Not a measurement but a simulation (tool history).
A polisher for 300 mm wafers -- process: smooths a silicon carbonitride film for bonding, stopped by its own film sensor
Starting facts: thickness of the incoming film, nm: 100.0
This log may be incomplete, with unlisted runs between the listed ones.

run,hour,flow of slurry (ml/min),pressure of the wafer on the pad (psi),speed of the pad under the wafer (cm/s),abrasive content of the slurry,target thickness at which the film sensor stops the polish (angstrom),time until the film sensor stopped the polish (s)
1,0,255,2.1,78,1,630,207.75
2,1.6,255,2,78,1,630,215.52
3,3.4,255,2,78,1,620,224.92
4,6.7,255,1.9,78,1,620,229.73
5,11.6,315,1.9,78,1,620,226.97
6,19.2,315,1.9,86,1,620,217.04

Predict the results of run 7:
7,26.3,315,1.8,86,1,620,?

{"run 7": {"time until the film sensor stopped the polish (s)": 223.08}}
